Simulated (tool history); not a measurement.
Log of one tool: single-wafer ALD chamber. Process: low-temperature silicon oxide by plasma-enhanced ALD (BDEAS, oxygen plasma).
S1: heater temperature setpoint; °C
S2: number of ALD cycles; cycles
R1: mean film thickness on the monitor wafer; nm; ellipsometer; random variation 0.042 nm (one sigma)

run	hour	S1	S2	R1
1	0.0	100	42	6.2757
2	6.2	91	42	6.5064
3	13.9	96	42	6.3587
4	14.8	94	44	6.7859
5	16.4	92	45	6.9708
6	20.8	92	40	6.2381

The next listed run, before its measurement:
7	26.9	86	47	?

R1: 7.3496 nm
